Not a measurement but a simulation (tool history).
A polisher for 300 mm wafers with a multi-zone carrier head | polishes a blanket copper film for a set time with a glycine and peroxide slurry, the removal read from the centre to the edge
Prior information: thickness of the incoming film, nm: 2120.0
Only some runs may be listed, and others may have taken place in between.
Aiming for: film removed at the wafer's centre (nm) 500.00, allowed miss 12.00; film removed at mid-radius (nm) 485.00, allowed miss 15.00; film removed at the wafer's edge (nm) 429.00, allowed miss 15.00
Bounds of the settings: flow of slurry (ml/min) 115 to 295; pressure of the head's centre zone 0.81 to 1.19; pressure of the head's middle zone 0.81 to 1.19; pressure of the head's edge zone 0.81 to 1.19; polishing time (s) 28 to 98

run	hour	flow of slurry (ml/min)	pressure of the head's centre zone	pressure of the head's middle zone	pressure of the head's edge zone	polishing time (s)	film removed at the wafer's centre (nm)	film removed at mid-radius (nm)	film removed at the wafer's edge (nm)
1	0.0	190	1.00	1.00	1.00	63	330.54	331.50	332.47
2	1.1	190	1.00	1.00	1.00	75	394.44	395.87	396.92
3	8.6	190	0.92	1.00	1.00	75	366.87	394.00	403.79
4	10.4	190	0.92	1.04	1.00	75	371.22	409.91	393.86
5	18.2	190	0.92	1.04	1.00	85	418.65	463.27	447.53
6	23.6	190	0.92	1.00	1.00	85	422.98	440.71	450.37
7	28.5	195	0.93	1.00	0.99	85	423.11	450.43	444.25
8	36.0	245	1.03	0.97	0.92	84	469.27	450.58	433.82

Consider the 4 candidate settings below. Which is the only one whose results all fall within their allowed miss of target?
A	43.5	260	1.10	1.05	0.83	85	?	?	?
B	43.5	230	0.96	1.07	0.86	86	?	?	?
C	43.5	250	0.98	1.07	0.90	90	?	?	?
D	43.5	290	1.04	1.16	0.83	84	?	?	?

move	film removed at the wafer's centre (nm)	film removed at mid-radius (nm)	film removed at the wafer's edge (nm)
A	496.82	488.83	427.85
B	449.74	495.03	433.61
C	482.71	523.17	464.87
D	478.22	528.80	425.95
A: in spec on every target
B: further off than the last run
C: about the same distance from the targets as the last run
D: further off than the last run
So the answer is move A, the one that meets all the targets.

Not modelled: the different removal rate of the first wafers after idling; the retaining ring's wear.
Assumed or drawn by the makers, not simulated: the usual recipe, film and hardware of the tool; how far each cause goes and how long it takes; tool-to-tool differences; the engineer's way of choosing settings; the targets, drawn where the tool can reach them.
